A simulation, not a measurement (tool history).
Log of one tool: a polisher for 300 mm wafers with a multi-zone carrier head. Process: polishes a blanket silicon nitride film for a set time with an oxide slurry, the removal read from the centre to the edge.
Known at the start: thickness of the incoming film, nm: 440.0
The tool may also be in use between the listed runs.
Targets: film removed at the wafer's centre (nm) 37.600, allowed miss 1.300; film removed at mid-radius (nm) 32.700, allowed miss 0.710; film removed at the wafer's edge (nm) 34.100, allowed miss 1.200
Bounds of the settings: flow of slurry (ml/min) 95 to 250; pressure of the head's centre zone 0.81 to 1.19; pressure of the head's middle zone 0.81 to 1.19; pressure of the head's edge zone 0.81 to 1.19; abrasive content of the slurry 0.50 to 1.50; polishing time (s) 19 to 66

| run | day | flow of slurry (ml/min) | pressure of the head's centre zone | pressure of the head's middle zone | pressure of the head's edge zone | abrasive content of the slurry | polishing time (s) | film removed at the wafer's centre (nm) | film removed at mid-radius (nm) | film removed at the wafer's edge (nm) |
|---|---|---|---|---|---|---|---|---|---|---|
| 1 | 0.000 | 160 | 1.00 | 1.00 | 1.00 | 1.00 | 42 | 22.148 | 21.985 | 22.194 |
| 2 | 0.317 | 160 | 1.00 | 1.00 | 1.00 | 1.00 | 37 | 19.382 | 19.744 | 19.589 |
| 3 | 0.642 | 160 | 1.00 | 1.00 | 1.00 | 1.00 | 43 | 23.075 | 22.600 | 23.445 |
| 4 | 0.742 | 165 | 1.02 | 1.01 | 1.02 | 1.05 | 43 | 24.023 | 23.663 | 23.511 |
|  | 1.108 | slurry nozzle cleaned |
| 5 | 1.108 | 165 | 1.03 | 1.00 | 1.03 | 1.10 | 44 | 27.025 | 25.733 | 26.002 |
| 6 | 1.308 | 170 | 1.04 | 1.00 | 1.05 | 1.10 | 44 | 26.711 | 25.832 | 26.325 |
| 7 | 1.558 | 175 | 1.06 | 1.00 | 1.06 | 1.10 | 44 | 28.614 | 26.201 | 26.488 |
| 8 | 1.671 | 175 | 1.06 | 1.00 | 1.07 | 1.15 | 44 | 28.872 | 26.752 | 27.195 |
| 9 | 1.983 | 220 | 1.16 | 1.03 | 1.17 | 1.40 | 44 | 34.941 | 30.870 | 30.717 |
| 10 | 2.221 | 215 | 1.15 | 1.01 | 1.18 | 1.45 | 45 | 36.213 | 30.750 | 32.432 |

Which of these 5 next moves meets every target?
| A | 2.458 | 210 | 1.19 | 1.06 | 1.14 | 1.40 | 46 | ? | ? | ? |
| B | 2.458 | 245 | 1.17 | 0.99 | 1.08 | 1.35 | 46 | ? | ? | ? |
| C | 2.458 | 230 | 1.14 | 0.94 | 1.19 | 1.50 | 46 | ? | ? | ? |
| D | 2.458 | 205 | 1.18 | 1.05 | 0.98 | 1.35 | 47 | ? | ? | ? |
| E | 2.458 | 250 | 1.13 | 1.00 | 1.18 | 1.30 | 49 | ? | ? | ? |

| move | film removed at the wafer's centre (nm) | film removed at mid-radius (nm) | film removed at the wafer's edge (nm) |
|---|---|---|---|
| A | 37.723 | 32.458 | 32.084 |
| B | 37.396 | 30.886 | 31.579 |
| C | 37.562 | 30.564 | 33.790 |
| D | 37.531 | 32.335 | 30.682 |
| E | 37.997 | 32.764 | 34.217 |
A: brings the result that was furthest off to its target, and leaves another outside
B: nearer than the last run, and not there yet
C: further off than the last run
D: brings the result that was furthest off to its target, and leaves another outside
E: meets every target
The right move is E.
